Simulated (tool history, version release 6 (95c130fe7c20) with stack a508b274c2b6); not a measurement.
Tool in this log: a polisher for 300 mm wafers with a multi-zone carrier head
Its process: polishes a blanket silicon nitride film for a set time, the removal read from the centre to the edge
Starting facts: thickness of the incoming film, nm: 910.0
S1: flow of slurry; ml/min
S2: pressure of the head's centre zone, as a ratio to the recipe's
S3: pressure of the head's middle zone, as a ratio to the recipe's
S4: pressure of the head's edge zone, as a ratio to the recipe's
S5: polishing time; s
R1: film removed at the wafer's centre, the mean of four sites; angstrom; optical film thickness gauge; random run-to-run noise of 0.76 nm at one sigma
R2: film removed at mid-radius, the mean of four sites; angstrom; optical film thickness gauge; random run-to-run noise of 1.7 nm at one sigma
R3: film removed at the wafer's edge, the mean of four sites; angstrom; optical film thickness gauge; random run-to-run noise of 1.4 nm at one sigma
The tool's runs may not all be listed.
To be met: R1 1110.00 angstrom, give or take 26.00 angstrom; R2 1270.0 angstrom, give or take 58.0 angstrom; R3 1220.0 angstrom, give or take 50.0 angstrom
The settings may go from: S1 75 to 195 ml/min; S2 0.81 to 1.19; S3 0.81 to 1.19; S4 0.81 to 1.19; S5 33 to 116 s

run,day,S1,S2,S3,S4,S5,R1,R2,R3
1,0.000,125,1.00,1.00,1.00,74,1277.30,1364.2,1293.7
2,0.229,120,0.99,1.00,1.00,74,1239.90,1311.5,1310.9
3,0.542,115,0.99,1.01,0.99,74,1233.60,1302.7,1266.9
4,0.588,110,0.98,1.02,0.99,74,1214.00,1328.9,1263.9
5,0.617,110,0.98,1.02,0.99,92,1499.60,1647.2,1560.7
6,0.867,105,0.96,1.01,0.97,90,1421.50,1529.1,1518.9
7,1.129,105,0.95,1.02,0.95,88,1365.90,1547.9,1460.2
8,1.438,100,0.94,1.01,0.93,86,1298.70,1512.8,1431.3
9,1.512,100,0.94,1.01,0.93,84,1272.70,1397.9,1400.6
10,1.742,100,0.94,1.02,0.92,82,1240.40,1433.3,1348.1
11,2.050,95,0.94,1.02,0.91,81,1194.70,1371.2,1294.7
12,2.354,95,0.94,1.02,0.91,81,1209.50,1391.2,1316.8
13,2.446,95,0.94,1.02,0.90,80,1187.80,1328.4,1264.4
14,2.738,75,0.91,1.01,0.88,80,1044.70,1249.6,1193.8

5 next moves are on the table. One of them brings every result within its allowed miss. Which?
A,3.029,75,0.96,0.92,0.89,85,?,?,?
B,3.029,130,0.91,0.99,0.94,71,?,?,?
C,3.029,75,0.85,1.12,0.89,78,?,?,?
D,3.029,75,0.86,1.04,0.94,80,?,?,?
E,3.029,75,0.89,1.11,0.90,77,?,?,?

move,R1,R2,R3
A,1173.70,1225.4,1280.3
B,1111.70,1271.8,1215.9
C,953.97,1328.9,1171.7
D,989.49,1279.3,1233.2
E,986.39,1301.5,1162.6
A: takes the biggest miss from the last run beyond its target
B: hits every target within its allowed miss
C: further off than the last run
D: further off than the last run
E: further off than the last run
Go with B: it meets all targets.
